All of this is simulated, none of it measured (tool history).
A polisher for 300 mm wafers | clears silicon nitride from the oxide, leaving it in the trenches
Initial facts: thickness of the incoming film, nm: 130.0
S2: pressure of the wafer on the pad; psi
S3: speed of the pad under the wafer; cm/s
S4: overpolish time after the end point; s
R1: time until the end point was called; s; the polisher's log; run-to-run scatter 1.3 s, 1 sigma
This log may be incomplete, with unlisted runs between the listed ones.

Run 1, day 0: flow of slurry (ml/min) 150, S2 3.4 psi, S3 122 cm/s, S4 7 s. Result: R1 91.216 s.
Run 2, day 0.354: flow of slurry (ml/min) 150, S2 3.4 psi, S3 138 cm/s, S4 7 s. Result: R1 81.03 s.
Run 3, day 0.638: flow of slurry (ml/min) 150, S2 3.2 psi, S3 138 cm/s, S4 7 s. Result: R1 84.543 s.
Run 4, day 0.708: flow of slurry (ml/min) 150, S2 3.9 psi, S3 138 cm/s, S4 7 s. Result: R1 71.746 s.
Run 5, day 0.796: flow of slurry (ml/min) 150, S2 3.1 psi, S3 138 cm/s, S4 7 s. Result: R1 86.629 s.
Run 6, day 0.892: flow of slurry (ml/min) 150, S2 2.9 psi, S3 138 cm/s, S4 7 s. Result: R1 91.187 s.

What does the tool deliver on the next run?
At day 1.262: head pressure recalibrated.
Run 7, day 1.262: flow of slurry (ml/min) 150, S2 2.8 psi, S3 138 cm/s, S4 7 s. Result: R1 ?.

R1: 88.995 s
